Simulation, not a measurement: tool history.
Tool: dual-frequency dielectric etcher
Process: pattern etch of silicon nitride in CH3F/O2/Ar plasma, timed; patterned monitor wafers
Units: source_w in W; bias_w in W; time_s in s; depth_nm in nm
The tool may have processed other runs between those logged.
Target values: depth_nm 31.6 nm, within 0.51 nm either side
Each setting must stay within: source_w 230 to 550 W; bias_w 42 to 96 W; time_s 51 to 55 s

run    day  source_w  bias_w  time_s  depth_nm
  1      0       390      69      55    38.044
  2  0.262       360      67      55    36.037
  3  0.504       340      67      55     35.18
  4  0.742       320      67      55     34.34
  5  1.079       320      58      55    32.648
  6  1.317       320      68      55     34.52
  7  1.446       310      68      55    34.226
  8  1.679       300      68      55     33.62

Exactly one of the 5 candidate moves below puts every result within its allowed miss. Which one?
  A  1.912       280      79      55         ?
  B  1.912       280      70      51         ?
  C  1.912       270      70    53.5         ?
  D  1.912       380      73    52.5         ?
  E  1.912       290      71      54         ?

move  depth_nm
   A    34.788
   B    30.884
   C    31.876
   D    36.853
   E    33.381
A: lands further from the targets than the last run did
B: pushes the last run's worst result past its target
C: hits every target within its allowed miss
D: lands further from the targets than the last run did
E: better than the last run, though not everything is in spec
Move C is the one to make.
